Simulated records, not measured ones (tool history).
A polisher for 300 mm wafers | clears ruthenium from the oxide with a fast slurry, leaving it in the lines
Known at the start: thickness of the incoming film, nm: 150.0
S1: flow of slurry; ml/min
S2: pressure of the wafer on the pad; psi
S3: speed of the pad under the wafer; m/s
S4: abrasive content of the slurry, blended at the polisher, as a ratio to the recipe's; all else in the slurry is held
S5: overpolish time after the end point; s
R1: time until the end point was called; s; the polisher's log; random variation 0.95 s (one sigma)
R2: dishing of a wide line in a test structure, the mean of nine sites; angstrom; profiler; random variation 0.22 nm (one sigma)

run,day,S1,S2,S3,S4,S5,R1,R2
1,0.000,120,1.9,1.06,1.0,12,41.655,211.81
2,0.262,120,1.8,1.06,1.0,13,43.838,217.94
3,0.617,120,1.7,1.06,1.0,13,46.596,211.33
4,0.708,120,1.6,1.06,1.0,13,49.513,199.51
5,0.854,120,1.6,0.84,1.0,13,60.718,181.19
6,0.900,120,1.4,0.84,1.0,13,70.290,166.28

The next listed run, before its measurement:
7,0.967,120,1.4,0.84,1.0,14,?,?

Run 7 gave R1 70.845 s, R2 173.53 angstrom.
